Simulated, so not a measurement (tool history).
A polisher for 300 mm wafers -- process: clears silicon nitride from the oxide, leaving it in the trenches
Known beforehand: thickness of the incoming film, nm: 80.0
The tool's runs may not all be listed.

run,hour,flow of slurry (ml/min),pressure of the wafer on the pad (psi),speed of the pad under the wafer (m/s),overpolish time after the end point (s),time until the end point was called (s)
1,0.0,265,2.8,0.96,44,74.194
2,4.9,265,3.1,0.96,44,67.463
3,13.6,265,2.7,0.90,44,81.747
4,20.3,265,2.4,0.86,44,92.782
5,26.9,265,2.7,0.86,44,84.374
6,30.9,265,3.3,0.86,44,69.500
7,37.4,265,2.8,0.82,44,80.601
8,39.8,260,2.4,0.76,44,103.720
9,41.0,260,2.4,0.76,44,102.780
10,43.4,260,2.2,0.76,44,114.000
11,46.9,260,2.0,0.76,44,121.830
12,55.5,260,1.9,0.76,44,131.890
13,60.3,260,1.8,0.76,44,133.310

The next listed run, before its measurement:
14,67.3,260,1.8,0.76,44,?

Run 14 yielded time until the end point was called (s) 134.620.
